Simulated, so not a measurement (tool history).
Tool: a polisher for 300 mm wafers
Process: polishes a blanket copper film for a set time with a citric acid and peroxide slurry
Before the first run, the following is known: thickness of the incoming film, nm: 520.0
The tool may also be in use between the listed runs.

run	hour	flow of slurry (ml/min)	pressure of the wafer on the pad (psi)	speed of the pad under the wafer (m/s)	abrasive content of the slurry	polishing time (s)	film removed (angstrom)
1	0.0	165	3.3	1.28	1.00	36	1258.00
2	4.5	165	3.3	1.28	0.80	36	1214.40
3	6.7	165	3.3	1.28	0.95	36	1261.00
4	12.3	160	3.1	1.28	0.95	36	1172.00
5	20.3	120	3.1	1.28	0.95	36	1129.50
6	26.8	120	2.6	1.28	0.95	36	942.65
7	32.4	120	2.5	1.28	0.95	36	906.02
8	37.3	120	2.4	1.28	0.95	36	868.10

Forecast run 9:
9	39.5	115	2.3	1.28	0.95	36	?

{"run 9": {"film removed (angstrom)": 824.35}}
